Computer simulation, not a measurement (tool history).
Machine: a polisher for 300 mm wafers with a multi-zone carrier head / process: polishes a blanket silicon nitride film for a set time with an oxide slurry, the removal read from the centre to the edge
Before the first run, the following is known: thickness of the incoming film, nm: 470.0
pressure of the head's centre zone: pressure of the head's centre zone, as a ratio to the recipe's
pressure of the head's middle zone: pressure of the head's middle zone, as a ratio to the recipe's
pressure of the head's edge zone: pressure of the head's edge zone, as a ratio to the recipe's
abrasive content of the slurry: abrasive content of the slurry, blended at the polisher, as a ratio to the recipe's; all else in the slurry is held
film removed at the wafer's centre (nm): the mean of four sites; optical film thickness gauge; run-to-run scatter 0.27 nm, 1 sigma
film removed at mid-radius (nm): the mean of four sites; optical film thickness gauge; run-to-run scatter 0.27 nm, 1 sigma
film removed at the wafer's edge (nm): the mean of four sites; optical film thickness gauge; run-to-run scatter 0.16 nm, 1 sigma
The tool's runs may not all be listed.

| run | hour | flow of slurry (ml/min) | pressure of the head's centre zone | pressure of the head's middle zone | pressure of the head's edge zone | abrasive content of the slurry | polishing time (s) | film removed at the wafer's centre (nm) | film removed at mid-radius (nm) | film removed at the wafer's edge (nm) |
|---|---|---|---|---|---|---|---|---|---|---|
| 1 | 0 | 125 | 1 | 1 | 1 | 1 | 37 | 26.036 | 26.519 | 28.143 |
| 2 | 8.2 | 145 | 1 | 1 | 1 | 1 | 37 | 27.332 | 28.052 | 28.697 |
| 3 | 15.7 | 140 | 1.01 | 1.01 | 0.96 | 1 | 37 | 27.259 | 28.13 | 27.763 |
| 4 | 22.9 | 140 | 0.93 | 1.01 | 0.96 | 1 | 37 | 25.311 | 28.378 | 27.81 |
| 5 | 27.1 | 140 | 0.93 | 1.01 | 0.96 | 0.85 | 37 | 22.552 | 24.787 | 24.734 |
| 6 | 35.2 | 145 | 0.95 | 1.01 | 0.95 | 0.85 | 37 | 22.981 | 25.614 | 24.703 |
| 7 | 41.1 | 150 | 0.97 | 1 | 0.95 | 0.85 | 37 | 23.73 | 25.56 | 24.916 |

Run 8, settings as shown, results not yet in. Your forecast:
| 8 | 41.8 | 155 | 0.99 | 1 | 0.94 | 0.85 | 37 | ? | ? | ? |

Logged for run 8: film removed at the wafer's centre (nm) 23.874, film removed at mid-radius (nm) 25.348, film removed at the wafer's edge (nm) 24.831.
